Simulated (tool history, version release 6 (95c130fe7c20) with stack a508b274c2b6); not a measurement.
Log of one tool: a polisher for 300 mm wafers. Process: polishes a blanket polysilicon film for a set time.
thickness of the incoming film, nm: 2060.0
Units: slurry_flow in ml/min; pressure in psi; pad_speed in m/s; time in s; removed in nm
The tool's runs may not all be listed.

run	hour	slurry_flow	pressure	pad_speed	time	removed
1	0.0	225	3.3	1.08	64	560.33
2	6.6	225	3.3	1.08	67	579.97
3	10.8	225	3.3	0.86	67	493.01
4	12.5	185	3.3	0.86	67	475.62
5	20.3	185	3.3	0.86	64	443.12
6	23.7	185	3.3	1.10	64	553.83

Run 7 comes next. What will it give?
7	26.2	185	3.0	1.10	64	?

removed: 515.75 nm

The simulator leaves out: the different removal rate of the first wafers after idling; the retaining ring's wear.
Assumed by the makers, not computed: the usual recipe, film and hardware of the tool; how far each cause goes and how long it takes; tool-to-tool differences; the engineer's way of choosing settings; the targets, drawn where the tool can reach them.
